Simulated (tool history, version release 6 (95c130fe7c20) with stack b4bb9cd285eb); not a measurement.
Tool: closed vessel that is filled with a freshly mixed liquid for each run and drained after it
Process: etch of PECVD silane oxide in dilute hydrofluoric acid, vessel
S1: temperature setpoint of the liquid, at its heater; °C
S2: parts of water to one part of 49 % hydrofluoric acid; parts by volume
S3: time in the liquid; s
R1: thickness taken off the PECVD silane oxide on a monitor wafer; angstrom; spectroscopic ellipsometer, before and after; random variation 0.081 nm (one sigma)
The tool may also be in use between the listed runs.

Run 1, day 0: S1 23 °C, S2 140 parts by volume, S3 30 s. Result: R1 81.185 angstrom.
Run 2, day 0.142: S1 23 °C, S2 140 parts by volume, S3 30 s. Result: R1 81.199 angstrom.
Run 3, day 0.271: S1 23 °C, S2 140 parts by volume, S3 30 s. Result: R1 80.67 angstrom.
Run 4, day 0.421: S1 23 °C, S2 160 parts by volume, S3 30 s. Result: R1 68.889 angstrom.
Run 5, day 0.629: S1 23 °C, S2 160 parts by volume, S3 30 s. Result: R1 69.613 angstrom.
Run 6, day 0.892: S1 25 °C, S2 155 parts by volume, S3 30 s. Result: R1 77.632 angstrom.
Run 7, day 0.929: S1 26.5 °C, S2 150 parts by volume, S3 30 s. Result: R1 85.815 angstrom.
Run 8, day 1.1: S1 27.5 °C, S2 145 parts by volume, S3 30 s. Result: R1 93.125 angstrom.
Run 9, day 1.212: S1 28.5 °C, S2 145 parts by volume, S3 30 s. Result: R1 95.822 angstrom.
Run 10, day 1.446: S1 31 °C, S2 130 parts by volume, S3 30 s. Result: R1 121.37 angstrom.

Run 11 comes next. What will it give?
Run 11, day 1.725: S1 30.5 °C, S2 130 parts by volume, S3 30 s. Result: R1 ?.

{"run 11": {"R1": 117.72}}
